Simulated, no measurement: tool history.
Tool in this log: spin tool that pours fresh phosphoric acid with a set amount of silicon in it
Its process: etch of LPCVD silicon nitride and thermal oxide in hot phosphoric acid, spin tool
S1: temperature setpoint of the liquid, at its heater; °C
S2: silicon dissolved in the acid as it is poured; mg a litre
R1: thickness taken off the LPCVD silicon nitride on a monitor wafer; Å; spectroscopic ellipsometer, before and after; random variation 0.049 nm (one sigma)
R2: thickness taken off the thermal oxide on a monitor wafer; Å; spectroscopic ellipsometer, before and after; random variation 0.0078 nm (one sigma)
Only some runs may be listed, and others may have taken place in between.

Run 1, hour 0.0: S1 160.0 °C, S2 23.0 mg a litre, time under the liquid (s) 180. Result: R1 179.17 Å, R2 2.0523 Å.
Run 2, hour 5.4: S1 159.5 °C, S2 24.5 mg a litre, time under the liquid (s) 175. Result: R1 170.66 Å, R2 1.4946 Å.
Run 3, hour 9.5: S1 159.0 °C, S2 24.0 mg a litre, time under the liquid (s) 170. Result: R1 163.21 Å, R2 1.7260 Å.
Run 4, hour 17.4: S1 161.0 °C, S2 24.0 mg a litre, time under the liquid (s) 170. Result: R1 174.46 Å, R2 1.7293 Å.
Run 5, hour 22.8: S1 160.5 °C, S2 25.0 mg a litre, time under the liquid (s) 165. Result: R1 166.85 Å, R2 1.8831 Å.
At hour 26.9: heated supply line repaired.
Run 6, hour 26.9: S1 160.5 °C, S2 16.0 mg a litre, time under the liquid (s) 165. Result: R1 186.65 Å, R2 3.1081 Å.
Run 7, hour 32.4: S1 160.0 °C, S2 18.0 mg a litre, time under the liquid (s) 165. Result: R1 185.46 Å, R2 3.0792 Å.
Run 8, hour 36.5: S1 160.0 °C, S2 18.0 mg a litre, time under the liquid (s) 165. Result: R1 183.82 Å, R2 2.7973 Å.

Estimate the outcome of run 9 from the log above:
Run 9, hour 39.6: S1 159.5 °C, S2 20.0 mg a litre, time under the liquid (s) 165. Result: R1 ?, R2 ?.

{"run 9": {"R1": 181.75, "R2": 2.6162}}

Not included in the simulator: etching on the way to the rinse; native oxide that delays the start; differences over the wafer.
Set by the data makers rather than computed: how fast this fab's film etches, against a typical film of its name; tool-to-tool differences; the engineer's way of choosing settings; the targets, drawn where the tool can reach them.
